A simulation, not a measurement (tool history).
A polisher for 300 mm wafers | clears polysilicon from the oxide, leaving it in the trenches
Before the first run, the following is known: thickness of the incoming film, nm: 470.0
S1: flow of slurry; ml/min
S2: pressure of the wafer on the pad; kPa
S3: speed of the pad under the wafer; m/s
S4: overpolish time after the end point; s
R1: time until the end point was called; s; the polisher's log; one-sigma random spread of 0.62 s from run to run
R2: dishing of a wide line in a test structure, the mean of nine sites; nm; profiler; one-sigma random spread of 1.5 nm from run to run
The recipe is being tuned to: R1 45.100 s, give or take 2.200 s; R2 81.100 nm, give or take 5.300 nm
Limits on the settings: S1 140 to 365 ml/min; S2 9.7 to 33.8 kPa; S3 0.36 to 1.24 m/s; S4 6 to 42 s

run  hour   S1    S2    S3  S4      R1      R2
  1   0.0  235  21.4  0.80  21  30.876  91.483
  2   6.1  180  21.4  0.80  21  32.108  86.003
  3  11.6  230  21.4  0.80  21  31.589  88.669
  4  17.5  225  20.0  0.80  20  32.893  87.333
  5  25.5  265  20.0  0.80  20  32.180  88.649
  6  27.8  260  18.6  0.80  19  35.240  88.761
  7  33.8  250  17.9  0.80  17  37.427  86.124
  8  37.2  245  17.2  0.80  16  38.050  82.186
  9  38.9  250  13.1  0.78  19  51.136  79.044
 10  46.1  250  13.8  0.78  19  48.364  82.024
 11  52.0  250  13.8  0.78  18  48.495  78.522

Of the 4 settings listed for the next run, only one would bring every result within its allowed miss of target. Which one?
  A  57.9  285  15.9  0.62  19   ?   ?
  B  57.9  225  13.8  0.70  23   ?   ?
  C  57.9  250  16.5  0.54  21   ?   ?
  D  57.9  205  14.5  0.80  18   ?   ?

move      R1      R2
   A  51.090  79.957
   B  54.050  82.909
   C  55.167  80.502
   D  46.635  80.820
A: misses by more than the last run did
B: misses by more than the last run did
C: misses by more than the last run did
D: in spec on every target
So the answer is move D, the one that meets all the targets.

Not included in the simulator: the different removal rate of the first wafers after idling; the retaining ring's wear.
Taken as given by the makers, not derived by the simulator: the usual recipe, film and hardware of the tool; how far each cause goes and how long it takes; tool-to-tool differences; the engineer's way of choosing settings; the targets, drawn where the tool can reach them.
